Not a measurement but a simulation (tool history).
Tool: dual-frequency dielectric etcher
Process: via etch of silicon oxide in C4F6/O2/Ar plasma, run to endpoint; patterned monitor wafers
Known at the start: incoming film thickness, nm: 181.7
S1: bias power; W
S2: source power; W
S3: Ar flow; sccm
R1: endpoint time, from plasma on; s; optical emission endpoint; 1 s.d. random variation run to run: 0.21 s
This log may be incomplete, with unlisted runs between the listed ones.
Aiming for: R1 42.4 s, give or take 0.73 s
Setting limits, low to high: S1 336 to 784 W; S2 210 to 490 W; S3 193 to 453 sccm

| run | hour | S1 | S2 | S3 | R1 |
|---|---|---|---|---|---|
| 1 | 0 | 560 | 350 | 323 | 36.509 |
| 2 | 7.9 | 560 | 380 | 323 | 35.366 |
| 3 | 9.4 | 560 | 380 | 366 | 36.033 |
| 4 | 18.1 | 534 | 380 | 367 | 36.527 |
| 5 | 21.1 | 511 | 370 | 368 | 37.296 |
| 6 | 22.5 | 492 | 360 | 369 | 38.239 |
| 7 | 30.4 | 492 | 360 | 369 | 37.836 |
| 8 | 31.2 | 476 | 350 | 371 | 39.02 |
|  | 35.5 | source power generator calibrated |
| 9 | 35.5 | 461 | 350 | 371 | 40.133 |
| 10 | 36.5 | 453 | 350 | 371 | 40.14 |
| 11 | 43.2 | 445 | 350 | 371 | 40.543 |
| 12 | 50.8 | 439 | 350 | 371 | 40.543 |
| 13 | 51.7 | 432 | 350 | 371 | 40.727 |
| 14 | 54.4 | 426 | 350 | 371 | 41.057 |
| 15 | 62 | 421 | 350 | 371 | 40.991 |

Exercise: of the 5 proposed moves below, exactly one satisfies all targets within the stated allowed misses. Which move is it?
| A | 69.6 | 365 | 320 | 368 | ? |
| B | 69.6 | 481 | 340 | 367 | ? |
| C | 69.6 | 505 | 350 | 393 | ? |
| D | 69.6 | 483 | 340 | 319 | ? |
| E | 69.6 | 366 | 360 | 379 | ? |

| move | R1 |
|---|---|
| A | 44.395 |
| B | 40.125 |
| C | 39.453 |
| D | 39.344 |
| E | 42.487 |
A: the result that was furthest off in the last run now lies on the other side of its target
B: further off than the last run
C: further off than the last run
D: further off than the last run
E: all results in spec
E is the move that brings every result within its allowed miss.

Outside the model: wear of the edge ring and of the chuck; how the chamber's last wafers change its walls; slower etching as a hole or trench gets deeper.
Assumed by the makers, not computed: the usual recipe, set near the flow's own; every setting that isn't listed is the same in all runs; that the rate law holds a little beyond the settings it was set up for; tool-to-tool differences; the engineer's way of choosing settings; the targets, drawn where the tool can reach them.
